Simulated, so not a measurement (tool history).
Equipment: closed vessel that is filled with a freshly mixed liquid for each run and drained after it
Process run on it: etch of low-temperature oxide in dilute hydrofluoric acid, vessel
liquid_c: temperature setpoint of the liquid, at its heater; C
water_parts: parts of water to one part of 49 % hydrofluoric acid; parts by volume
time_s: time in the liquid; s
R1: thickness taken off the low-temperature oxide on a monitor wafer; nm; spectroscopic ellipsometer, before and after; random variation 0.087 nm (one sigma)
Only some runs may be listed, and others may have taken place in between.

{"run": 1, "hour": 0.0, "liquid_c": 24.0, "water_parts": 140, "time_s": 30, "R1": 4.7119}
{"run": 2, "hour": 4.7, "liquid_c": 24.0, "water_parts": 120, "time_s": 30, "R1": 5.6837}
{"run": 3, "hour": 12.2, "liquid_c": 26.0, "water_parts": 110, "time_s": 30, "R1": 6.8507}
{"run": 4, "hour": 15.5, "liquid_c": 27.5, "water_parts": 105, "time_s": 30, "R1": 7.7178}
{"run": 5, "hour": 21.7, "liquid_c": 28.5, "water_parts": 100, "time_s": 30, "R1": 8.4278}
{"run": 6, "hour": 25.1, "liquid_c": 29.5, "water_parts": 95, "time_s": 30, "R1": 9.3147}

Expected results for the next run?
{"run": 7, "hour": 29.5, "liquid_c": 30.0, "water_parts": 90, "time_s": 30, "R1": "?"}

{"run 7": {"R1": 9.9057}}

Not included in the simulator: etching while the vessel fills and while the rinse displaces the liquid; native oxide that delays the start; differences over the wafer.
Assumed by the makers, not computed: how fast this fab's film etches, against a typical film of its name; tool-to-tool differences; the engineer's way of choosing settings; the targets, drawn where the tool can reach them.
